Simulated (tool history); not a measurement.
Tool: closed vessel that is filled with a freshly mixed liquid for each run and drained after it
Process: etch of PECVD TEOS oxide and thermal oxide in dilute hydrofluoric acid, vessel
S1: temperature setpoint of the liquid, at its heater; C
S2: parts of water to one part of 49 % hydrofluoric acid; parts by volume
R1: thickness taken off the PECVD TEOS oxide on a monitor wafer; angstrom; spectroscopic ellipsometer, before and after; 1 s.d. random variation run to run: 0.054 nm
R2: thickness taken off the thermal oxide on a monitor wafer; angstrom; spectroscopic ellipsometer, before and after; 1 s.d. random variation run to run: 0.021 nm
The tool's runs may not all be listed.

run 1 hour=0 | S1=20 S2=145 time_in_the_liquid_(s)=60 | R1=94.761 R2=15.581
run 2 hour=3.6 | S1=20 S2=115 time_in_the_liquid_(s)=60 | R1=121.58 R2=20.553
run 3 hour=7.4 | S1=20 S2=115 time_in_the_liquid_(s)=70 | R1=143.64 R2=24.032
run 4 hour=10.5 | S1=19.5 S2=135 time_in_the_liquid_(s)=70 | R1=116.79 R2=19.73
run 5 hour=13 | S1=19 S2=150 time_in_the_liquid_(s)=70 | R1=101.12 R2=16.795
run 6 hour=21.6 | S1=18.5 S2=160 time_in_the_liquid_(s)=70 | R1=92.828 R2=14.68
run 7 hour=28 | S1=19 S2=170 time_in_the_liquid_(s)=70 | R1=87.288 R2=14.749

For run 8, what comes out?
run 8 hour=32.2 | S1=17 S2=190 time_in_the_liquid_(s)=70 | R1=? R2=?

{"run 8": {"R1": 70.653, "R2": 11.894}}
